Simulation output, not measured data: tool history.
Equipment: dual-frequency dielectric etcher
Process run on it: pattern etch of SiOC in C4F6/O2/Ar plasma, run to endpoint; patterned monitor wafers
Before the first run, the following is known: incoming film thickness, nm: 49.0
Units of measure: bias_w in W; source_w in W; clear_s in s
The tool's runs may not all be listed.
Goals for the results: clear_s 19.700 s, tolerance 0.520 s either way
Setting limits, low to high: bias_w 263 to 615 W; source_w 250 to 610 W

run	hour	bias_w	source_w	clear_s
1	0.0	439	430	17.268
2	4.3	439	490	16.670
3	8.6	406	470	17.311
4	11.4	380	460	17.732
5	19.5	359	450	18.159
6	21.3	342	440	18.510
7	26.8	329	430	18.847
8	30.8	320	430	19.063

Below are 5 possible settings for the next run. Only one of them brings all results inside the allowed miss of their targets. Which is it?
A	34.8	347	430	?
B	34.8	263	400	?
C	34.8	354	440	?
D	34.8	263	460	?
E	34.8	271	360	?

move	clear_s
A	18.653
B	20.707
C	18.414
D	19.884
E	21.142
A: further off than the last run
B: takes the biggest miss from the last run beyond its target
C: further off than the last run
D: every result within its allowed miss
E: takes the biggest miss from the last run beyond its target
Move D is the one to make.
